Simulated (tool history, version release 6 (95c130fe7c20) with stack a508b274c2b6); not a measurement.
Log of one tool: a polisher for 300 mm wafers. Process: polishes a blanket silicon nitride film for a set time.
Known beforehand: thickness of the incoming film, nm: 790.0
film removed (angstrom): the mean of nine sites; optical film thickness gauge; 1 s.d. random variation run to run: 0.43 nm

run	hour	flow of slurry (ml/min)	pressure of the wafer on the pad (psi)	speed of the pad under the wafer (m/s)	polishing time (s)	film removed (angstrom)
1	0	290	2.6	1.14	49	637.09
2	8.1	290	2.4	1.14	49	588.03
3	16.4	290	2.2	1.14	49	542.91
4	21.7	290	2.1	1.14	49	518.38
5	26	290	2	1.14	49	495.78
6	32.7	290	1.9	1.14	49	460.91

The next listed run, before its measurement:
7	36.9	290	1.9	1.14	49	?

For run 7 the tool returned film removed (angstrom) 474.46.
